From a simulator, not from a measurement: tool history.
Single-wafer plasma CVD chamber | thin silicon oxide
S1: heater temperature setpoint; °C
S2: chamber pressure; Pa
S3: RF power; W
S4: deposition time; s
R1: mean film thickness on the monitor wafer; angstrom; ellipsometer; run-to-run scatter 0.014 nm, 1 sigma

Run 1, hour 0.0: S1 380 °C, S2 74.5 Pa, S3 360 W, S4 6.53 s. Result: R1 89.848 angstrom.
Run 2, hour 2.8: S1 380 °C, S2 68.0 Pa, S3 345 W, S4 6.53 s. Result: R1 80.620 angstrom.
Run 3, hour 10.6: S1 380 °C, S2 62.8 Pa, S3 330 W, S4 6.53 s. Result: R1 73.557 angstrom.
Run 4, hour 14.1: S1 380 °C, S2 58.8 Pa, S3 320 W, S4 6.53 s. Result: R1 67.799 angstrom.
Run 5, hour 19.3: S1 380 °C, S2 55.7 Pa, S3 320 W, S4 6.53 s. Result: R1 64.488 angstrom.
Run 6, hour 23.4: S1 380 °C, S2 53.3 Pa, S3 320 W, S4 6.53 s. Result: R1 61.805 angstrom.
Run 7, hour 32.0: S1 380 °C, S2 51.5 Pa, S3 320 W, S4 6.53 s. Result: R1 59.382 angstrom.
Run 8, hour 33.6: S1 380 °C, S2 50.3 Pa, S3 320 W, S4 6.53 s. Result: R1 58.230 angstrom.
Run 9, hour 36.1: S1 380 °C, S2 49.3 Pa, S3 320 W, S4 6.53 s. Result: R1 57.052 angstrom.
Run 10, hour 43.8: S1 380 °C, S2 48.7 Pa, S3 320 W, S4 6.53 s. Result: R1 56.250 angstrom.
Run 11, hour 50.6: S1 380 °C, S2 48.1 Pa, S3 320 W, S4 6.53 s. Result: R1 55.764 angstrom.
Run 12, hour 57.6: S1 380 °C, S2 48.1 Pa, S3 320 W, S4 6.53 s. Result: R1 56.026 angstrom.

Run 13 comes next. What will it give?
Run 13, hour 63.9: S1 380 °C, S2 47.6 Pa, S3 320 W, S4 6.53 s. Result: R1 ?.

R1: 55.432 angstrom
